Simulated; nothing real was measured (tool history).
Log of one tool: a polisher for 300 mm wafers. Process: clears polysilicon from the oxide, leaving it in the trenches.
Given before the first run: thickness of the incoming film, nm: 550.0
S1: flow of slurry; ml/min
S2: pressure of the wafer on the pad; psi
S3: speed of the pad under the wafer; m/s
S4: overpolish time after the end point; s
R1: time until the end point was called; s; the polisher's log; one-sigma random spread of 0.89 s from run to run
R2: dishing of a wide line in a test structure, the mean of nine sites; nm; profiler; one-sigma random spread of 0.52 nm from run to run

run,hour,S1,S2,S3,S4,R1,R2
1,0.0,215,1.9,0.88,19,64.585,42.388
2,6.2,195,1.9,0.88,19,64.323,42.629
3,13.9,195,1.8,0.88,18,68.052,43.068
4,17.5,195,2.2,0.88,18,58.351,42.660
5,20.8,200,2.1,0.88,17,60.398,42.220
6,22.0,145,2.1,0.88,17,62.864,41.645
7,27.2,145,2.0,0.88,16,65.136,41.502
8,32.9,145,2.0,0.88,16,64.757,41.683

The next listed run, before its measurement:
9,34.9,145,1.9,0.88,15,?,?

Run 9 came out at R1 67.047 s, R2 41.669 nm.
